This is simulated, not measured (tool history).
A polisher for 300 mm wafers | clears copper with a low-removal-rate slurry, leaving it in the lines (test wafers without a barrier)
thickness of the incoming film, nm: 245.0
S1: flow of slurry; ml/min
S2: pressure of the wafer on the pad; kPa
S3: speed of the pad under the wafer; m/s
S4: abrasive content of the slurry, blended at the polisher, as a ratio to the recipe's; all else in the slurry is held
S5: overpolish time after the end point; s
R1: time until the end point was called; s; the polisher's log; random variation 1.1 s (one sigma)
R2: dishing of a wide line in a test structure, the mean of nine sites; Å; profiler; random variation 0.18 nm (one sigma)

| run | day | S1 | S2 | S3 | S4 | S5 | R1 | R2 |
|---|---|---|---|---|---|---|---|---|
| 1 | 0 | 140 | 15.9 | 1.28 | 1 | 25 | 79.684 | 379.1 |
| 2 | 0.05 | 115 | 15.9 | 1.28 | 1 | 25 | 86.992 | 361.83 |
| 3 | 0.267 | 115 | 15.9 | 1.28 | 1.15 | 25 | 84.869 | 369.03 |
| 4 | 0.35 | 115 | 19.3 | 1.28 | 1.15 | 25 | 68.775 | 412.47 |
| 5 | 0.617 | 120 | 17.2 | 1.36 | 1.05 | 22 | 72.857 | 367.59 |
| 6 | 0.667 | 120 | 17.2 | 1.64 | 1.05 | 22 | 60.1 | 408.01 |
| 7 | 0.883 | 115 | 15.2 | 1.7 | 0.95 | 20 | 68.083 | 360.41 |
| 8 | 1.179 | 115 | 13.8 | 1.74 | 0.85 | 18 | 75.439 | 314.95 |
| 9 | 1.475 | 125 | 12.4 | 1.78 | 0.8 | 16 | 78.945 | 280.98 |
| 10 | 1.833 | 140 | 11.7 | 1.82 | 0.75 | 15 | 81.317 | 262.15 |

Run 11 comes next. What will it give?
| 11 | 2.038 | 155 | 11 | 1.84 | 0.7 | 14 | ? | ? |

Run 11 gave R1 87.947 s, R2 248.15 Å.
